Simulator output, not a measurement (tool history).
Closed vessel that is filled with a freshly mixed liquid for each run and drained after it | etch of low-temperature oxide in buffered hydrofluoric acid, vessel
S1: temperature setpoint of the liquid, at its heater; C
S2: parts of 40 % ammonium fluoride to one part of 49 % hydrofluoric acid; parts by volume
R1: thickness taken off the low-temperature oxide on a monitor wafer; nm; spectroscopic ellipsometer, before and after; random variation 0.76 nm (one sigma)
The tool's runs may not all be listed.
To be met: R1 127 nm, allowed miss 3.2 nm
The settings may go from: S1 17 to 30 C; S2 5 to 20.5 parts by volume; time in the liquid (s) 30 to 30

Run 1, hour 0: S1 22 C, S2 12.5 parts by volume, time in the liquid (s) 30. Result: R1 102 nm.
Run 2, hour 6.5: S1 23 C, S2 12.5 parts by volume, time in the liquid (s) 30. Result: R1 108.96 nm.
Run 3, hour 11: S1 23 C, S2 9 parts by volume, time in the liquid (s) 30. Result: R1 142.54 nm.
Run 4, hour 12.4: S1 23 C, S2 9 parts by volume, time in the liquid (s) 30. Result: R1 144 nm.
Run 5, hour 14: S1 22.5 C, S2 9 parts by volume, time in the liquid (s) 30. Result: R1 140.44 nm.
Run 6, hour 15.7: S1 22.5 C, S2 7 parts by volume, time in the liquid (s) 30. Result: R1 183.47 nm.
Run 7, hour 18.4: S1 21.5 C, S2 7.5 parts by volume, time in the liquid (s) 30. Result: R1 159.28 nm.
Run 8, hour 23.5: S1 20.5 C, S2 7.5 parts by volume, time in the liquid (s) 30. Result: R1 151.91 nm.

4 next moves are on the table. One of them brings every result within its allowed miss. Which?
Run A, hour 28.6: S1 21 C, S2 9 parts by volume, time in the liquid (s) 30. Result: R1 ?.
Run B, hour 28.6: S1 20 C, S2 6 parts by volume, time in the liquid (s) 30. Result: R1 ?.
Run C, hour 28.6: S1 19.5 C, S2 8 parts by volume, time in the liquid (s) 30. Result: R1 ?.
Run D, hour 28.6: S1 21 C, S2 6.5 parts by volume, time in the liquid (s) 30. Result: R1 ?.

move      R1
   A  126.81
   B  179.97
   C  132.52
   D  177.54
A: meets every target
B: further off than the last run
C: nearer than the last run, and not there yet
D: further off than the last run
Answer: A

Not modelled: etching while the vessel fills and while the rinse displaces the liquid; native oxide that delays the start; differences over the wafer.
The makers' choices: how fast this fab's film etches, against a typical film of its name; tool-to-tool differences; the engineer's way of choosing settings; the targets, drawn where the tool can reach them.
